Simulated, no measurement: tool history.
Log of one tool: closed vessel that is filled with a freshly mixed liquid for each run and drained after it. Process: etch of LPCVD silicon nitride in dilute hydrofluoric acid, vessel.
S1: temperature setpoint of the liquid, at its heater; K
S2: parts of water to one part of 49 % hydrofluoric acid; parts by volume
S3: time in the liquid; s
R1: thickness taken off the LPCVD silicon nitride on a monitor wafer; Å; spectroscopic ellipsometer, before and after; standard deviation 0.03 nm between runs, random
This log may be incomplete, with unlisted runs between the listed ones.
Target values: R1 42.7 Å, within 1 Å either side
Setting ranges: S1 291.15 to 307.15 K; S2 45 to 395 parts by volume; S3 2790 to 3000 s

Run 1, hour 0: S1 299.15 K, S2 220 parts by volume, S3 2790 s. Result: R1 75.175 Å.
Run 2, hour 1.8: S1 301.15 K, S2 220 parts by volume, S3 2790 s. Result: R1 84.205 Å.
Run 3, hour 10.7: S1 299.15 K, S2 220 parts by volume, S3 2790 s. Result: R1 75.442 Å.
Run 4, hour 13.8: S1 299.15 K, S2 220 parts by volume, S3 3000 s. Result: R1 79.25 Å.
Run 5, hour 23.2: S1 297.65 K, S2 225 parts by volume, S3 3000 s. Result: R1 70.894 Å.
Run 6, hour 28.3: S1 297.65 K, S2 200 parts by volume, S3 3000 s. Result: R1 80.366 Å.
Run 7, hour 34.8: S1 296.65 K, S2 210 parts by volume, S3 3000 s. Result: R1 72.245 Å.
Run 8, hour 40.7: S1 295.65 K, S2 215 parts by volume, S3 3000 s. Result: R1 65.334 Å.
Run 9, hour 48.3: S1 294.65 K, S2 220 parts by volume, S3 3000 s. Result: R1 60.221 Å.
Run 10, hour 57.2: S1 291.15 K, S2 255 parts by volume, S3 2995 s. Result: R1 41.468 Å.

Exactly one of the 4 candidate moves below puts every result within its allowed miss. Which one?
Run A, hour 66.1: S1 291.65 K, S2 240 parts by volume, S3 2925 s. Result: R1 ?.
Run B, hour 66.1: S1 291.65 K, S2 245 parts by volume, S3 3000 s. Result: R1 ?.
Run C, hour 66.1: S1 291.15 K, S2 250 parts by volume, S3 2790 s. Result: R1 ?.
Run D, hour 66.1: S1 296.15 K, S2 335 parts by volume, S3 2950 s. Result: R1 ?.

move      R1
   A  44.606
   B  44.852
   C  39.589
   D  43.264
A: takes the biggest miss from the last run beyond its target
B: takes the biggest miss from the last run beyond its target
C: further off than the last run
D: in spec on every target
D meets every target.
